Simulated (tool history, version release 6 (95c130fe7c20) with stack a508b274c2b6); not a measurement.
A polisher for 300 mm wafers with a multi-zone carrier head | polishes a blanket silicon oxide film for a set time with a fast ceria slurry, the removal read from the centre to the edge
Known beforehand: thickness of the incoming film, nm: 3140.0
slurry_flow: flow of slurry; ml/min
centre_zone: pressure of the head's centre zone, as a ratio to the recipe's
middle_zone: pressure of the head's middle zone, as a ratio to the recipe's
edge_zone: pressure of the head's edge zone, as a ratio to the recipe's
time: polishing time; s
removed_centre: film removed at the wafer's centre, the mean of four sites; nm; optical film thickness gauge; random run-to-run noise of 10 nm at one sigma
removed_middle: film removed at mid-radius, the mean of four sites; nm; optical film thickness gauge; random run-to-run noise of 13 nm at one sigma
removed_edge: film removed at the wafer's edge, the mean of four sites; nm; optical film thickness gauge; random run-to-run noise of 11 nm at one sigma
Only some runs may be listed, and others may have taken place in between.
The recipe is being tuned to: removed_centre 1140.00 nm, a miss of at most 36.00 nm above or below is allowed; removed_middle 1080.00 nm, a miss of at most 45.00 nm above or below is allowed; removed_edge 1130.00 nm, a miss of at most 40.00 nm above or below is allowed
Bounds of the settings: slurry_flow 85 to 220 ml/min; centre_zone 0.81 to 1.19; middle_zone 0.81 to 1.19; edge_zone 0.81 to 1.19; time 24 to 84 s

{"run": 1, "hour": 0.0, "slurry_flow": 140, "centre_zone": 1.0, "middle_zone": 1.0, "edge_zone": 1.0, "time": 54, "removed_centre": 835.22, "removed_middle": 830.53, "removed_edge": 803.89}
{"run": 2, "hour": 4.0, "slurry_flow": 145, "centre_zone": 1.01, "middle_zone": 1.0, "edge_zone": 1.04, "time": 57, "removed_centre": 885.64, "removed_middle": 891.06, "removed_edge": 896.09}
{"run": 3, "hour": 11.5, "slurry_flow": 160, "centre_zone": 1.04, "middle_zone": 1.01, "edge_zone": 1.07, "time": 58, "removed_centre": 955.73, "removed_middle": 930.0, "removed_edge": 910.01}
{"run": 4, "hour": 15.5, "slurry_flow": 160, "centre_zone": 1.04, "middle_zone": 1.01, "edge_zone": 1.0, "time": 58, "removed_centre": 952.06, "removed_middle": 944.58, "removed_edge": 904.48}
{"run": 5, "hour": 20.2, "slurry_flow": 160, "centre_zone": 1.04, "middle_zone": 0.96, "edge_zone": 1.0, "time": 58, "removed_centre": 959.26, "removed_middle": 893.66, "removed_edge": 897.01}
{"run": 6, "hour": 28.7, "slurry_flow": 165, "centre_zone": 1.04, "middle_zone": 0.96, "edge_zone": 1.03, "time": 60, "removed_centre": 994.13, "removed_middle": 946.47, "removed_edge": 926.28}
{"run": 7, "hour": 30.7, "slurry_flow": 150, "centre_zone": 1.06, "middle_zone": 0.98, "edge_zone": 1.06, "time": 62, "removed_centre": 1026.9, "removed_middle": 954.75, "removed_edge": 968.44}
{"run": 8, "hour": 39.6, "slurry_flow": 155, "centre_zone": 1.05, "middle_zone": 0.98, "edge_zone": 1.08, "time": 63, "removed_centre": 1026.7, "removed_middle": 994.6, "removed_edge": 997.63}
{"run": 9, "hour": 47.7, "slurry_flow": 160, "centre_zone": 1.05, "middle_zone": 0.97, "edge_zone": 1.1, "time": 64, "removed_centre": 1053.5, "removed_middle": 1002.4, "removed_edge": 1029.1}
{"run": 10, "hour": 55.5, "slurry_flow": 165, "centre_zone": 1.05, "middle_zone": 0.97, "edge_zone": 1.12, "time": 65, "removed_centre": 1093.3, "removed_middle": 1016.6, "removed_edge": 1034.7}
{"run": 11, "hour": 63.8, "slurry_flow": 160, "centre_zone": 1.05, "middle_zone": 0.97, "edge_zone": 1.13, "time": 66, "removed_centre": 1091.3, "removed_middle": 1022.8, "removed_edge": 1076.5}
{"run": 12, "hour": 70.4, "slurry_flow": 165, "centre_zone": 1.05, "middle_zone": 0.97, "edge_zone": 1.14, "time": 66, "removed_centre": 1101.6, "removed_middle": 1038.8, "removed_edge": 1073.2}

Which single option among these 4 for the next run brings every result within its allowed miss of target? Just one does.
{"run": "A", "hour": 77.0, "slurry_flow": 205, "centre_zone": 1.05, "middle_zone": 1.02, "edge_zone": 1.09, "time": 61, "removed_centre": "?", "removed_middle": "?", "removed_edge": "?"}
{"run": "B", "hour": 77.0, "slurry_flow": 150, "centre_zone": 1.05, "middle_zone": 0.98, "edge_zone": 1.12, "time": 70, "removed_centre": "?", "removed_middle": "?", "removed_edge": "?"}
{"run": "C", "hour": 77.0, "slurry_flow": 190, "centre_zone": 1.07, "middle_zone": 1.02, "edge_zone": 1.18, "time": 62, "removed_centre": "?", "removed_middle": "?", "removed_edge": "?"}
{"run": "D", "hour": 77.0, "slurry_flow": 175, "centre_zone": 1.13, "middle_zone": 0.89, "edge_zone": 1.17, "time": 62, "removed_centre": "?", "removed_middle": "?", "removed_edge": "?"}

move=A removed_centre=1064.10 removed_middle=1021.50 removed_edge=1008.30
move=B removed_centre=1150.80 removed_middle=1075.50 removed_edge=1127.40
move=C removed_centre=1088.50 removed_middle=1026.40 removed_edge=1052.10
move=D removed_centre=1132.00 removed_middle=903.39 removed_edge=1039.90
A: the biggest miss grows against the last run
B: meets every target
C: the biggest miss grows against the last run
D: the biggest miss grows against the last run
B meets every target.
